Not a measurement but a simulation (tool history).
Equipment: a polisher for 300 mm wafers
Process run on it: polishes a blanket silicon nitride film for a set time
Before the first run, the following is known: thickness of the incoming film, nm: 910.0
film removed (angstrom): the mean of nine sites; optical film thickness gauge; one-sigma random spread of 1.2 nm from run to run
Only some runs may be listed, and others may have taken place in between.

run	day	flow of slurry (ml/min)	pressure of the wafer on the pad (psi)	speed of the pad under the wafer (m/s)	polishing time (s)	film removed (angstrom)
1	0	140	3	1.1	29	482.43
2	0.104	140	3.3	1.12	29	550.02
3	0.146	140	3.3	1.02	29	503.98
4	0.412	140	3.3	1.12	29	550.71
5	0.571	140	2.7	1.12	29	446.13
6	0.679	140	3	1.14	29	510.38
# day 0.75: head pressure recalibrated
7	0.75	140	3.3	1.14	29	632.74

What will run 8 give?
8	0.95	140	3.4	1.14	29	?

film removed (angstrom): 611.45
